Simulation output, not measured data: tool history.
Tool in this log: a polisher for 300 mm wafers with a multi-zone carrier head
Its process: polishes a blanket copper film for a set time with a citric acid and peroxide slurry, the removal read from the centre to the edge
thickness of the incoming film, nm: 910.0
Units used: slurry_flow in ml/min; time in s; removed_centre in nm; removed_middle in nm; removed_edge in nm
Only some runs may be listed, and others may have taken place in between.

{"run": 1, "hour": 0.0, "slurry_flow": 175, "centre_zone": 1.0, "middle_zone": 1.0, "edge_zone": 1.0, "slurry_solids": 1.0, "time": 55, "removed_centre": 124.81, "removed_middle": 134.84, "removed_edge": 132.88}
{"run": 2, "hour": 2.6, "slurry_flow": 175, "centre_zone": 1.0, "middle_zone": 0.99, "edge_zone": 0.97, "slurry_solids": 0.9, "time": 50, "removed_centre": 109.25, "removed_middle": 115.77, "removed_edge": 114.69}
{"run": 3, "hour": 6.2, "slurry_flow": 175, "centre_zone": 1.0, "middle_zone": 0.99, "edge_zone": 0.94, "slurry_solids": 0.85, "time": 46, "removed_centre": 98.484, "removed_middle": 105.09, "removed_edge": 102.37}
{"run": 4, "hour": 8.4, "slurry_flow": 175, "centre_zone": 1.0, "middle_zone": 0.99, "edge_zone": 0.92, "slurry_solids": 0.8, "time": 43, "removed_centre": 90.862, "removed_middle": 99.024, "removed_edge": 93.139}
{"run": 5, "hour": 16.7, "slurry_flow": 175, "centre_zone": 1.0, "middle_zone": 0.97, "edge_zone": 0.9, "slurry_solids": 0.75, "time": 41, "removed_centre": 85.648, "removed_middle": 89.907, "removed_edge": 86.351}
{"run": 6, "hour": 17.8, "slurry_flow": 175, "centre_zone": 1.0, "middle_zone": 0.9, "edge_zone": 0.9, "slurry_solids": 0.75, "time": 41, "removed_centre": 86.318, "removed_middle": 86.213, "removed_edge": 87.343}
{"run": 7, "hour": 18.3, "slurry_flow": 175, "centre_zone": 1.0, "middle_zone": 0.9, "edge_zone": 0.88, "slurry_solids": 0.7, "time": 40, "removed_centre": 82.056, "removed_middle": 81.984, "removed_edge": 81.427}
{"run": 8, "hour": 20.6, "slurry_flow": 170, "centre_zone": 1.0, "middle_zone": 0.9, "edge_zone": 0.87, "slurry_solids": 0.65, "time": 39, "removed_centre": 77.044, "removed_middle": 77.518, "removed_edge": 77.344}

Expected results for the next run?
{"run": 9, "hour": 24.2, "slurry_flow": 165, "centre_zone": 1.01, "middle_zone": 0.91, "edge_zone": 0.86, "slurry_solids": 0.6, "time": 39, "removed_centre": "?", "removed_middle": "?", "removed_edge": "?"}

removed_centre: 75.877 nm
removed_middle: 76.524 nm
removed_edge: 74.980 nm
